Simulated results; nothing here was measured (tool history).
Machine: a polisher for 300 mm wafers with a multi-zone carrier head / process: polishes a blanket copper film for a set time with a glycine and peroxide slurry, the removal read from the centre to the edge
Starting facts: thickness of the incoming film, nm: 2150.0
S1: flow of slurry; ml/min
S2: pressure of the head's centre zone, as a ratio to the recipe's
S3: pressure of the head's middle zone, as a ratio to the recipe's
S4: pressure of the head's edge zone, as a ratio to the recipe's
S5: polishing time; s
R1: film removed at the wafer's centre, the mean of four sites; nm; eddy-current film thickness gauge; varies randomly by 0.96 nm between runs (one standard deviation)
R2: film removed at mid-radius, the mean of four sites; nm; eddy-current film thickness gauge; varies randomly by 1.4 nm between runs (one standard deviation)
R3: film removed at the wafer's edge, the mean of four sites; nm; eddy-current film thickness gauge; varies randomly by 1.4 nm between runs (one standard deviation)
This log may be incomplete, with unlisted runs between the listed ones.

run 1 hour=0.0 | S1=180 S2=1.00 S3=1.00 S4=1.00 S5=63 | R1=191.58 R2=194.99 R3=192.40
run 2 hour=1.4 | S1=170 S2=0.97 S3=0.98 S4=0.98 S5=57 | R1=166.71 R2=173.69 R3=170.86
run 3 hour=3.6 | S1=160 S2=0.94 S3=0.95 S4=0.97 S5=52 | R1=146.37 R2=155.24 R3=157.75
run 4 hour=6.1 | S1=155 S2=0.93 S3=0.93 S4=0.95 S5=48 | R1=132.07 R2=137.90 R3=139.03
run 5 hour=12.9 | S1=150 S2=0.91 S3=0.91 S4=0.94 S5=47 | R1=124.46 R2=133.87 R3=134.65
run 6 hour=18.2 | S1=145 S2=0.90 S3=0.89 S4=0.94 S5=46 | R1=121.97 R2=129.22 R3=133.49
run 7 hour=19.2 | S1=140 S2=0.88 S3=0.87 S4=0.93 S5=45 | R1=115.46 R2=121.74 R3=130.62
run 8 hour=26.8 | S1=135 S2=0.87 S3=0.86 S4=0.91 S5=44 | R1=112.98 R2=117.58 R3=124.70
run 9 hour=30.0 | S1=130 S2=0.86 S3=0.86 S4=0.91 S5=43 | R1=106.70 R2=112.14 R3=120.19
run 10 hour=32.0 | S1=125 S2=0.85 S3=0.86 S4=0.90 S5=43 | R1=104.59 R2=113.12 R3=122.34
run 11 hour=33.6 | S1=125 S2=0.85 S3=0.86 S4=0.89 S5=42 | R1=101.21 R2=110.80 R3=117.13

What does the tool deliver on the next run?
run 12 hour=37.8 | S1=125 S2=0.85 S3=0.86 S4=0.88 S5=42 | R1=? R2=? R3=?

Run 12 produced R1 100.97 nm, R2 107.05 nm, R3 118.19 nm.
